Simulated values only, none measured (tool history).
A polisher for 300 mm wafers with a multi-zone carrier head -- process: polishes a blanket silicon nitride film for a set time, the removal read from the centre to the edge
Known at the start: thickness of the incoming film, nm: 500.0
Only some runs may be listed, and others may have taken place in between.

run,hour,flow of slurry (ml/min),pressure of the head's centre zone,pressure of the head's middle zone,pressure of the head's edge zone,polishing time (s),film removed at the wafer's centre (Å),film removed at mid-radius (Å),film removed at the wafer's edge (Å)
1,0.0,140,1.00,1.00,1.00,74,810.79,794.75,817.89
2,4.3,115,1.00,1.00,1.00,74,743.53,761.64,793.30
3,12.5,115,1.00,0.94,1.00,74,745.06,726.06,798.52
4,20.4,115,1.00,0.94,1.00,62,648.32,610.11,656.29
5,24.0,115,1.00,0.94,1.08,62,619.63,590.03,691.57
6,32.4,115,1.00,0.91,1.08,62,623.53,581.55,688.71
7,35.7,135,1.05,0.92,1.10,70,781.97,711.32,813.46
8,36.9,150,1.08,0.89,1.12,75,915.12,755.98,900.83
9,41.9,160,1.09,0.89,1.14,79,973.51,819.02,965.24
10,42.6,165,1.11,0.88,1.15,83,1026.00,843.40,1029.50
# hour 47.5: slurry nozzle cleaned
11,47.5,175,1.13,0.89,1.16,85,1185.20,944.01,1110.30
12,49.2,180,1.13,0.88,1.17,86,1210.10,934.07,1143.10
13,50.2,185,1.12,0.89,1.18,86,1219.00,990.25,1148.30

What does the tool deliver on the next run?
14,57.5,190,1.12,0.88,1.18,87,?,?,?

film removed at the wafer's centre (Å): 1220.00
film removed at mid-radius (Å): 982.44
film removed at the wafer's edge (Å): 1166.50
